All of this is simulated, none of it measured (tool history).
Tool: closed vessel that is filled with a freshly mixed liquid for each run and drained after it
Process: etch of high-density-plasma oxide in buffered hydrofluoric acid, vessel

run	hour	temperature setpoint of the liquid (K)	parts of 40 % ammonium fluoride to one part of 49 % hydrofluoric acid (parts by volume)	time in the liquid (s)	thickness taken off the high-density-plasma oxide on a monitor wafer (angstrom)
1	0	296.15	20.5	85	694.52
2	3	296.15	20.5	85	698.31
3	6.1	296.65	20.5	85	717.91
4	9.4	296.65	17	85	837.31
5	12.9	296.65	19	85	754.36
6	15	294.15	19	85	659.87
# hour 20.9: hydrofluoric acid flow meter replaced
7	20.9	294.65	19	85	724.87
8	27.5	295.65	19	85	767.01
9	36.1	295.65	19	85	762.69

Forecast run 10:
10	40.8	296.15	19	85	?

Run 10 gave thickness taken off the high-density-plasma oxide on a monitor wafer (angstrom) 789.92.
